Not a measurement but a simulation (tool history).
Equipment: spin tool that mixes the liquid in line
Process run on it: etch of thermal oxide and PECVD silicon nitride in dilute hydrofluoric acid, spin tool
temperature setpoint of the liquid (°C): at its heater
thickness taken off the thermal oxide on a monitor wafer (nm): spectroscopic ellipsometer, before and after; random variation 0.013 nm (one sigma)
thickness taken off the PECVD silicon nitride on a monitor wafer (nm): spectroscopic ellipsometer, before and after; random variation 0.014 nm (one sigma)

| run | hour | temperature setpoint of the liquid (°C) | parts of water to one part of 49 % hydrofluoric acid (parts by volume) | time under the liquid (s) | thickness taken off the thermal oxide on a monitor wafer (nm) | thickness taken off the PECVD silicon nitride on a monitor wafer (nm) |
|---|---|---|---|---|---|---|
| 1 | 0.0 | 23.0 | 135 | 180 | 6.6047 | 2.18970 |
| 2 | 1.8 | 23.0 | 110 | 180 | 8.3648 | 2.70760 |
| 3 | 9.2 | 23.0 | 140 | 175 | 6.1082 | 2.07670 |
| 4 | 12.3 | 23.0 | 140 | 255 | 8.9287 | 3.04860 |
| 5 | 17.5 | 23.0 | 180 | 255 | 6.6006 | 2.41200 |
| 6 | 21.0 | 19.5 | 180 | 255 | 5.8039 | 1.80240 |
| 7 | 22.8 | 20.0 | 195 | 230 | 4.8814 | 1.63640 |
| 8 | 28.4 | 20.0 | 205 | 205 | 4.0711 | 1.40740 |
| 9 | 31.0 | 20.0 | 215 | 185 | 3.4817 | 1.20710 |
| 10 | 33.6 | 20.5 | 220 | 170 | 3.1456 | 1.11040 |
| 11 | 42.3 | 21.0 | 225 | 155 | 2.8520 | 1.03570 |
| 12 | 43.5 | 21.0 | 230 | 145 | 2.6072 | 0.95319 |
| 13 | 49.8 | 21.0 | 235 | 140 | 2.4499 | 0.86318 |
| 14 | 51.9 | 21.5 | 235 | 130 | 2.3336 | 0.83655 |
| 15 | 53.7 | 22.0 | 235 | 125 | 2.2979 | 0.84625 |

What will run 16 give?
| 16 | 58.8 | 22.5 | 235 | 125 | ? | ? |

{"run 16": {"thickness taken off the thermal oxide on a monitor wafer (nm)": 2.3084, "thickness taken off the PECVD silicon nitride on a monitor wafer (nm)": 0.86773}}
